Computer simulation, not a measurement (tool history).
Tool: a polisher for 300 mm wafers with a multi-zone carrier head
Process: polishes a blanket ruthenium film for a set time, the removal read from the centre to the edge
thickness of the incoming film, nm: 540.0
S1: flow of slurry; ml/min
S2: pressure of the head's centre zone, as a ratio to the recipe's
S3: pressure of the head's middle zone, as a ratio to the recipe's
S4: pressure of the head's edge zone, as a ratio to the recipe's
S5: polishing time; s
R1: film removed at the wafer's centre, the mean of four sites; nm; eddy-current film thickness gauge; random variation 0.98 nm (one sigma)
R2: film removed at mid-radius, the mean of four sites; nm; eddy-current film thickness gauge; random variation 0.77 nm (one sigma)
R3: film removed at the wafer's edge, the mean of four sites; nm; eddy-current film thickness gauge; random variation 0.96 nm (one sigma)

run	day	S1	S2	S3	S4	S5	R1	R2	R3
1	0.000	150	1.00	1.00	1.00	52	70.296	71.287	71.924
2	0.225	155	0.98	1.01	1.04	55	74.544	74.692	80.155
3	0.333	155	0.98	1.01	0.96	55	72.845	75.687	76.612
4	0.629	165	0.96	1.04	0.99	57	74.212	80.947	79.776
5	0.812	165	0.89	1.04	0.99	57	70.538	80.211	80.246
6	0.950	195	0.89	1.04	0.99	57	72.830	83.072	81.973
7	1.208	195	0.88	1.05	1.02	59	73.352	86.086	87.555

Run 8 comes next. What will it give?
8	1.250	220	0.95	1.14	1.12	63	?	?	?

{"run 8": {"R1": 87.679, "R2": 97.93, "R3": 95.487}}
